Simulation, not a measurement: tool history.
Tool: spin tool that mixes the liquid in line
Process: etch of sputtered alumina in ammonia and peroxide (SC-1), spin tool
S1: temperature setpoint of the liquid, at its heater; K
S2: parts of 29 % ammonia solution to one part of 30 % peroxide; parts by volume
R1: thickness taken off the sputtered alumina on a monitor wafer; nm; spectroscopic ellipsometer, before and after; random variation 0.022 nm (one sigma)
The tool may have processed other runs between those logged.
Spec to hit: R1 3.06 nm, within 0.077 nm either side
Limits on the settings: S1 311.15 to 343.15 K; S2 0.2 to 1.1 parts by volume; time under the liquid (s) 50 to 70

{"run": 1, "hour": 0.0, "S1": 327.15, "S2": 0.6, "time under the liquid (s)": 70, "R1": 2.5209}
{"run": 2, "hour": 0.7, "S1": 327.15, "S2": 0.6, "time under the liquid (s)": 50, "R1": 1.8279}
{"run": 3, "hour": 8.9, "S1": 328.15, "S2": 0.6, "time under the liquid (s)": 50, "R1": 1.9265}
{"run": 4, "hour": 12.9, "S1": 328.15, "S2": 0.6, "time under the liquid (s)": 50, "R1": 1.9089}
{"run": 5, "hour": 13.6, "S1": 329.65, "S2": 0.6, "time under the liquid (s)": 50, "R1": 2.1079}
{"run": 6, "hour": 19.6, "S1": 329.65, "S2": 0.5, "time under the liquid (s)": 50, "R1": 2.0336}
{"run": 7, "hour": 22.3, "S1": 330.65, "S2": 0.5, "time under the liquid (s)": 50, "R1": 2.1689}
{"run": 8, "hour": 29.3, "S1": 331.65, "S2": 0.5, "time under the liquid (s)": 50, "R1": 2.2506}
{"run": 9, "hour": 37.8, "S1": 332.65, "S2": 0.5, "time under the liquid (s)": 50, "R1": 2.3865}
{"run": 10, "hour": 46.2, "S1": 333.15, "S2": 0.5, "time under the liquid (s)": 50, "R1": 2.4119}
{"run": 11, "hour": 52.8, "S1": 333.65, "S2": 0.5, "time under the liquid (s)": 50, "R1": 2.5245}
{"run": 12, "hour": 57.0, "S1": 334.15, "S2": 0.5, "time under the liquid (s)": 50, "R1": 2.5712}
{"run": 13, "hour": 59.3, "S1": 334.65, "S2": 0.5, "time under the liquid (s)": 50, "R1": 2.6225}
{"run": 14, "hour": 60.5, "S1": 335.15, "S2": 0.5, "time under the liquid (s)": 50, "R1": 2.7209}
{"run": 15, "hour": 65.8, "S1": 335.65, "S2": 0.5, "time under the liquid (s)": 50, "R1": 2.8011}
{"run": 16, "hour": 66.4, "S1": 336.65, "S2": 0.5, "time under the liquid (s)": 50, "R1": 2.9411}

Which of these 5 next moves meets every target?
{"run": "A", "hour": 67.0, "S1": 335.15, "S2": 0.55, "time under the liquid (s)": 50, "R1": "?"}
{"run": "B", "hour": 67.0, "S1": 337.15, "S2": 0.4, "time under the liquid (s)": 50, "R1": "?"}
{"run": "C", "hour": 67.0, "S1": 338.15, "S2": 0.2, "time under the liquid (s)": 50, "R1": "?"}
{"run": "D", "hour": 67.0, "S1": 330.65, "S2": 0.65, "time under the liquid (s)": 70, "R1": "?"}
{"run": "E", "hour": 67.0, "S1": 336.15, "S2": 0.55, "time under the liquid (s)": 50, "R1": "?"}

move=A R1=2.7329
move=B R1=2.9326
move=C R1=2.887
move=D R1=3.0842
move=E R1=2.8743
A: misses by more than the last run did
B: misses by more than the last run did
C: misses by more than the last run did
D: in spec on every target
E: misses by more than the last run did
D is the move that brings every result within its allowed miss.
